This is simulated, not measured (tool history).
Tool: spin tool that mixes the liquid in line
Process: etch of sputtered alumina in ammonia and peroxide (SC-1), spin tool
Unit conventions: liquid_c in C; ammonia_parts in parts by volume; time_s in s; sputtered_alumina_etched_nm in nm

run 1 hour=0 | liquid_c=49 ammonia_parts=0.4 time_s=325 | sputtered_alumina_etched_nm=16.294
run 2 hour=5.2 | liquid_c=45 ammonia_parts=0.4 time_s=325 | sputtered_alumina_etched_nm=12.575
run 3 hour=8.8 | liquid_c=42 ammonia_parts=0.4 time_s=325 | sputtered_alumina_etched_nm=10.759
run 4 hour=17.8 | liquid_c=42 ammonia_parts=0.3 time_s=325 | sputtered_alumina_etched_nm=10.534
run 5 hour=19.1 | liquid_c=48 ammonia_parts=0.3 time_s=325 | sputtered_alumina_etched_nm=14.909
run 6 hour=20.2 | liquid_c=48 ammonia_parts=0.45 time_s=325 | sputtered_alumina_etched_nm=15.392
run 7 hour=23.9 | liquid_c=49 ammonia_parts=0.45 time_s=325 | sputtered_alumina_etched_nm=16.182
run 8 hour=28 | liquid_c=50 ammonia_parts=0.45 time_s=325 | sputtered_alumina_etched_nm=17.184

Run 9, settings as shown, results not yet in. Your forecast:
run 9 hour=31.4 | liquid_c=51 ammonia_parts=0.45 time_s=325 | sputtered_alumina_etched_nm=?

Run 9 gave sputtered_alumina_etched_nm 18.12 nm.
